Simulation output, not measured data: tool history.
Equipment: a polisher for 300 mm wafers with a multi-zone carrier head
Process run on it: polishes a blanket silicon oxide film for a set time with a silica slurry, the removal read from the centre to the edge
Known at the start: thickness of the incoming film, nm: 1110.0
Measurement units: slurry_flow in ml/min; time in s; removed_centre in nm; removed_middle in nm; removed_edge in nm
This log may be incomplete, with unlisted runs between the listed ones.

run	day	slurry_flow	centre_zone	middle_zone	edge_zone	slurry_solids	time	removed_centre	removed_middle	removed_edge
1	0.000	255	1.00	1.00	1.00	1.00	47	126.73	124.91	122.10
2	0.225	255	0.99	1.01	1.01	1.05	47	126.66	125.11	125.24
3	0.417	260	0.98	1.03	1.01	1.10	47	128.71	131.73	125.40
4	0.550	260	0.97	1.04	1.02	1.15	47	128.63	134.15	127.20
5	0.879	260	0.97	1.04	1.02	1.35	47	133.71	145.30	134.40
6	1.129	260	0.96	1.04	1.03	1.35	47	135.78	140.90	135.05
7	1.204	260	0.95	1.05	1.04	1.35	48	137.43	145.74	138.66
8	1.471	260	0.94	1.06	1.05	1.35	48	130.84	149.01	140.64
9	1.621	265	0.94	1.07	1.06	1.35	48	135.79	151.37	141.20
10	1.729	270	0.94	1.08	1.07	1.35	48	132.17	152.52	139.21

Forecast run 11:
11	1.758	270	0.94	1.08	1.08	1.35	48	?	?	?

{"run 11": {"removed_centre": 138.64, "removed_middle": 149.86, "removed_edge": 142.18}}

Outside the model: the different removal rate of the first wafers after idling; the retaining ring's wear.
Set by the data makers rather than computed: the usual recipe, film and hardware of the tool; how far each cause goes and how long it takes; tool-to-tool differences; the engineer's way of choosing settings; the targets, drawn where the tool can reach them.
